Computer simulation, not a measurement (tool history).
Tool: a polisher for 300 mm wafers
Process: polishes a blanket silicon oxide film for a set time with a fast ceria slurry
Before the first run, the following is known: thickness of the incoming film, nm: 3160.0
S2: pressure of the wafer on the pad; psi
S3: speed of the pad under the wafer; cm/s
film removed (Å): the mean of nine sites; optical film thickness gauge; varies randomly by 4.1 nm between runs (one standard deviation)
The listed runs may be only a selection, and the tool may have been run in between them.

run 1 hour=0 | flow_of_slurry_(ml/min)=190 S2=2.4 S3=126 polishing_time_(s)=42 | film_removed_(Å)=6828.3
run 2 hour=8.1 | flow_of_slurry_(ml/min)=190 S2=2.1 S3=116 polishing_time_(s)=42 | film_removed_(Å)=5745.5
run 3 hour=9 | flow_of_slurry_(ml/min)=190 S2=1.9 S3=116 polishing_time_(s)=42 | film_removed_(Å)=5064.8
run 4 hour=12 | flow_of_slurry_(ml/min)=190 S2=1.9 S3=116 polishing_time_(s)=42 | film_removed_(Å)=5216.8
run 5 hour=17.1 | flow_of_slurry_(ml/min)=190 S2=1.9 S3=98 polishing_time_(s)=42 | film_removed_(Å)=4641.6
run 6 hour=23.7 | flow_of_slurry_(ml/min)=190 S2=1.9 S3=98 polishing_time_(s)=38 | film_removed_(Å)=4131.9
run 7 hour=28.2 | flow_of_slurry_(ml/min)=190 S2=1.7 S3=98 polishing_time_(s)=38 | film_removed_(Å)=3750.1
run 8 hour=32.8 | flow_of_slurry_(ml/min)=190 S2=1.6 S3=98 polishing_time_(s)=38 | film_removed_(Å)=3500.3

Estimate the outcome of run 9 from the log above:
run 9 hour=38.3 | flow_of_slurry_(ml/min)=190 S2=1.2 S3=96 polishing_time_(s)=38 | film_removed_(Å)=?

film removed (Å): 2651.6
